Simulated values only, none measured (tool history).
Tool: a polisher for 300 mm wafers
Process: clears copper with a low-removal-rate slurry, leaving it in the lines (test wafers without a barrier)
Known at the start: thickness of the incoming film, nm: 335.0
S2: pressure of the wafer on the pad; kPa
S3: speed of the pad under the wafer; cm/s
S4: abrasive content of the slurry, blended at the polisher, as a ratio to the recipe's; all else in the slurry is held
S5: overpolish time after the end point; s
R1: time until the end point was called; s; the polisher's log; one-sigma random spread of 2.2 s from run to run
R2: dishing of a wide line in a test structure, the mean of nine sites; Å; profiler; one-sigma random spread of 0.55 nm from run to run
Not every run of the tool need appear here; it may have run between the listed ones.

Run 1, hour 0.0: flow of slurry (ml/min) 280, S2 15.9 kPa, S3 110 cm/s, S4 1.0, S5 26 s. Result: R1 134.26 s, R2 451.84 Å.
Run 2, hour 9.0: flow of slurry (ml/min) 280, S2 14.5 kPa, S3 110 cm/s, S4 1.0, S5 26 s. Result: R1 145.86 s, R2 427.59 Å.
Run 3, hour 17.5: flow of slurry (ml/min) 215, S2 14.5 kPa, S3 110 cm/s, S4 1.0, S5 26 s. Result: R1 147.27 s, R2 405.70 Å.
Run 4, hour 20.2: flow of slurry (ml/min) 215, S2 13.1 kPa, S3 110 cm/s, S4 1.0, S5 28 s. Result: R1 164.16 s, R2 408.53 Å.
Run 5, hour 26.9: flow of slurry (ml/min) 215, S2 13.1 kPa, S3 100 cm/s, S4 1.0, S5 28 s. Result: R1 173.98 s, R2 375.61 Å.
Run 6, hour 34.8: flow of slurry (ml/min) 170, S2 13.1 kPa, S3 100 cm/s, S4 1.0, S5 28 s. Result: R1 181.12 s, R2 378.74 Å.

Forecast run 7:
Run 7, hour 41.6: flow of slurry (ml/min) 170, S2 12.4 kPa, S3 100 cm/s, S4 1.0, S5 29 s. Result: R1 ?, R2 ?.

R1: 190.05 s
R2: 364.30 Å
